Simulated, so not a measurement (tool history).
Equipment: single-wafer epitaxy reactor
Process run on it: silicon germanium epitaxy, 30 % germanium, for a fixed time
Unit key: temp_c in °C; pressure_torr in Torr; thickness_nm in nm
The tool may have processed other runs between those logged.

run,hour,temp_c,pressure_torr,thickness_nm
1,0.0,575,26.8,34.938
2,2.4,575,23.4,32.472
3,9.6,569,23.4,29.385
4,16.0,569,28.1,32.366
5,23.9,574,28.3,35.307
6,30.2,578,28.5,37.999
7,33.0,581,28.6,39.852
8,41.9,583,28.7,41.379

Run 9 is up next; what results do you expect?
9,46.0,584,28.8,?

{"run 9": {"thickness_nm": 42.283}}

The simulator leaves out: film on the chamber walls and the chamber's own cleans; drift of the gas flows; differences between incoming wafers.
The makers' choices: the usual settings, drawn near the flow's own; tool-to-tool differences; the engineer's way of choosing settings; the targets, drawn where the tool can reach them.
